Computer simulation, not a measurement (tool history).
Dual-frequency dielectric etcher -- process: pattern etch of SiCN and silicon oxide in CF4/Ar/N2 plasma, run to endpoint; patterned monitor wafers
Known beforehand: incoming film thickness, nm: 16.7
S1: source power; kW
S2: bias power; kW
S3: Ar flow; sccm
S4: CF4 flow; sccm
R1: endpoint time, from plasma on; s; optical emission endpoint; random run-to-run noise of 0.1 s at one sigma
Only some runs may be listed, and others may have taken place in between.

run,day,S1,S2,S3,S4,R1
1,0.000,0.450,0.064,102,72,22.588
2,0.100,0.450,0.064,115,72,23.167
3,0.212,0.370,0.064,115,72,28.937
4,0.450,0.410,0.064,115,72,25.821
5,0.629,0.410,0.075,115,72,24.183
6,0.846,0.390,0.075,115,72,25.697
7,1.138,0.370,0.075,115,72,27.273
8,1.238,0.360,0.075,115,72,28.231

Estimate the outcome of run 9 from the log above:
9,1.275,0.350,0.075,115,72,?

{"run 9": {"R1": 29.177}}

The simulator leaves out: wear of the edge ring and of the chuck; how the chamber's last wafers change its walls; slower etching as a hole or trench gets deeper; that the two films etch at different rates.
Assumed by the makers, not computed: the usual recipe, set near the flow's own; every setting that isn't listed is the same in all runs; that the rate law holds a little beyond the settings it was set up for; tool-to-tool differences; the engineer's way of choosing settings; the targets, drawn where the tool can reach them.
